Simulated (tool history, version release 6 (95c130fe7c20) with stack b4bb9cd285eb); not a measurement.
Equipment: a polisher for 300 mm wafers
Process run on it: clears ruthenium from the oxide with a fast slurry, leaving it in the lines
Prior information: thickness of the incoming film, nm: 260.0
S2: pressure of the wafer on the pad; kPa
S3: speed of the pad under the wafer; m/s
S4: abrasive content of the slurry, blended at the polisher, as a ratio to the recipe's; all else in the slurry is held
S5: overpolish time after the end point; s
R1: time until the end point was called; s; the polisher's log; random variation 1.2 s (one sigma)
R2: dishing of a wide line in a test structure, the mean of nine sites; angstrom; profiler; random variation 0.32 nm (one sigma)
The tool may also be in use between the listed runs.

run 1 day=0 | flow_of_slurry_(ml/min)=310 S2=19.3 S3=0.84 S4=1 S5=13 | R1=68.165 R2=423.44
run 2 day=0.254 | flow_of_slurry_(ml/min)=310 S2=17.9 S3=0.84 S4=1 S5=12 | R1=74.404 R2=370.18
run 3 day=0.379 | flow_of_slurry_(ml/min)=310 S2=17.2 S3=0.84 S4=1 S5=11 | R1=77.666 R2=327.79
run 4 day=0.704 | flow_of_slurry_(ml/min)=310 S2=17.2 S3=0.94 S4=1 S5=11 | R1=71.136 R2=356.2
run 5 day=0.817 | flow_of_slurry_(ml/min)=310 S2=16.5 S3=0.94 S4=1 S5=11 | R1=70.587 R2=351.89
run 6 day=0.929 | flow_of_slurry_(ml/min)=240 S2=16.5 S3=0.94 S4=1 S5=11 | R1=73.428 R2=352.02

What will run 7 give?
run 7 day=1.2 | flow_of_slurry_(ml/min)=240 S2=15.9 S3=0.94 S4=1 S5=11 | R1=? R2=?

Run 7 came out at R1 75.264 s, R2 333.63 angstrom.
